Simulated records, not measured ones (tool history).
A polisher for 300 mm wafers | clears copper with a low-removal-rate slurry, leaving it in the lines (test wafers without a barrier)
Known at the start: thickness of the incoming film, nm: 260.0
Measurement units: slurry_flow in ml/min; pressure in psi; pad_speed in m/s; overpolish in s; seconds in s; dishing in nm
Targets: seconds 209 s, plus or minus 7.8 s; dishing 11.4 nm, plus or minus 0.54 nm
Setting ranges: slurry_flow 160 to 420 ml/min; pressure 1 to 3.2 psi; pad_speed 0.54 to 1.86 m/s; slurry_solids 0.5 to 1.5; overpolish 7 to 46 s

run,hour,slurry_flow,pressure,pad_speed,slurry_solids,overpolish,seconds,dishing
1,0,270,2.1,1.18,1,24,118.31,11.529
2,3.5,270,2.1,1.18,1,20,120.66,11.197
3,6.3,270,1.8,1.16,1,24,136.75,11.163
4,10.8,270,2.3,1.16,1,24,115.87,11.569
5,18.8,270,2.6,1.16,1,24,103.86,11.647
6,23.6,270,2.6,1.16,1.1,24,102.04,11.851
7,31.4,265,2,1.1,1.25,35,127.86,11.911
8,37.8,265,1.8,1.06,1.25,37,142.16,11.415
9,41.1,240,1.7,1.02,1.3,39,154.81,11.787
10,48.8,235,1.5,1.02,1.3,39,168.35,11.434
11,55.4,225,1.4,1.02,1.3,41,175.28,11.396
12,61,215,1.3,1,1.3,42,189.55,11.624
13,62.9,215,1.2,1,1.3,42,198.37,11.459

Exactly one of the 4 candidate moves below puts every result within its allowed miss. Which one?
A,64.8,250,1.2,0.92,1.4,46,?,?
B,64.8,260,1,1.2,1.15,45,?,?
C,64.8,315,1,0.92,1.35,27,?,?
D,64.8,170,1.1,1.14,1.3,45,?,?

move,seconds,dishing
A,208.17,10.969
B,188.36,10.933
C,229.36,9.869
D,189.44,10.975
A: each result inside its tolerance
B: lands further from the targets than the last run did
C: carries the result that was furthest off beyond its target, to the other side
D: lands further from the targets than the last run did
Answer: A
